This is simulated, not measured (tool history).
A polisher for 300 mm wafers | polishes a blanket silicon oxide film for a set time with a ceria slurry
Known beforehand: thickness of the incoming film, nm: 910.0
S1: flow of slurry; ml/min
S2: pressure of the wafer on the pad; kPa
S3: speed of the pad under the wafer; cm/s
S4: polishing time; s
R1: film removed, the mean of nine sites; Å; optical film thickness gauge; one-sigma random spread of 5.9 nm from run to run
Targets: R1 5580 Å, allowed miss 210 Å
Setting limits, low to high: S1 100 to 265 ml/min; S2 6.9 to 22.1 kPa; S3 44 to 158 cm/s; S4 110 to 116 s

run,day,S1,S2,S3,S4,R1
1,0,170,14.5,100,110,4032.3
2,0.271,170,17.2,100,110,4531.8
3,0.438,170,17.2,80,110,3570.2
4,0.775,170,17.9,82,110,3785.5
5,0.9,170,18.6,84,110,4087.2
6,1.079,170,18.6,74,110,3574.8
7,1.317,170,19.3,78,110,3861
8,1.558,170,20,80,110,4113.5
9,1.875,170,20,82,110,4236.3
10,2.125,170,20,84,110,4354.8
11,2.333,170,20,84,110,4308
12,2.429,170,20,86,110,4405.4
13,2.612,170,20,88,110,4542.5
14,2.704,170,20,90,110,4569.5
15,2.896,170,20,92,110,4722.8
16,3.233,175,21.4,94,110,5093.8

Next run, 5 choices. One meets every target within its allowed miss, the rest don't. Which?
A,3.571,165,22.1,100,111,?
B,3.571,120,21.4,90,112,?
C,3.571,180,18.6,94,114,?
D,3.571,175,22.1,90,115,?
E,3.571,135,20.7,98,110,?

move,R1
A,5463.8
B,4602.9
C,4692.4
D,5155.2
E,4888.4
A: in spec on every target
B: the biggest miss grows against the last run
C: the biggest miss grows against the last run
D: closes in on the targets versus the last run, not all within tolerance yet
E: the biggest miss grows against the last run
The right move is A.

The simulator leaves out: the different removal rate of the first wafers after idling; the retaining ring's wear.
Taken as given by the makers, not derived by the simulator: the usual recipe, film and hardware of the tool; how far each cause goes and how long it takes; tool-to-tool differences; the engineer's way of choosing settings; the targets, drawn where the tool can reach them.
